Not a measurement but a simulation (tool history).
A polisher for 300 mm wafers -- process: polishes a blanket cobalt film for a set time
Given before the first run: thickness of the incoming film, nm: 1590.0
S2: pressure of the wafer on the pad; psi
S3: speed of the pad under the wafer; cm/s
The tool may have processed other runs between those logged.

run 1 hour=0.0 | flow_of_slurry_(ml/min)=255 S2=1.8 S3=112 polishing_time_(s)=32 | film_removed_(nm)=139.64
run 2 hour=4.9 | flow_of_slurry_(ml/min)=255 S2=1.8 S3=112 polishing_time_(s)=32 | film_removed_(nm)=149.04
run 3 hour=12.2 | flow_of_slurry_(ml/min)=255 S2=2.0 S3=116 polishing_time_(s)=32 | film_removed_(nm)=162.83
run 4 hour=15.9 | flow_of_slurry_(ml/min)=255 S2=2.1 S3=122 polishing_time_(s)=32 | film_removed_(nm)=183.55
run 5 hour=23.3 | flow_of_slurry_(ml/min)=255 S2=2.1 S3=122 polishing_time_(s)=32 | film_removed_(nm)=181.01
run 6 hour=24.0 | flow_of_slurry_(ml/min)=195 S2=2.1 S3=122 polishing_time_(s)=32 | film_removed_(nm)=172.12
run 7 hour=30.7 | flow_of_slurry_(ml/min)=205 S2=2.2 S3=126 polishing_time_(s)=32 | film_removed_(nm)=191.99
run 8 hour=34.6 | flow_of_slurry_(ml/min)=210 S2=2.3 S3=130 polishing_time_(s)=32 | film_removed_(nm)=209.77

Expected results for the next run?
run 9 hour=43.7 | flow_of_slurry_(ml/min)=210 S2=2.3 S3=130 polishing_time_(s)=32 | film_removed_(nm)=?

film removed (nm): 205.92
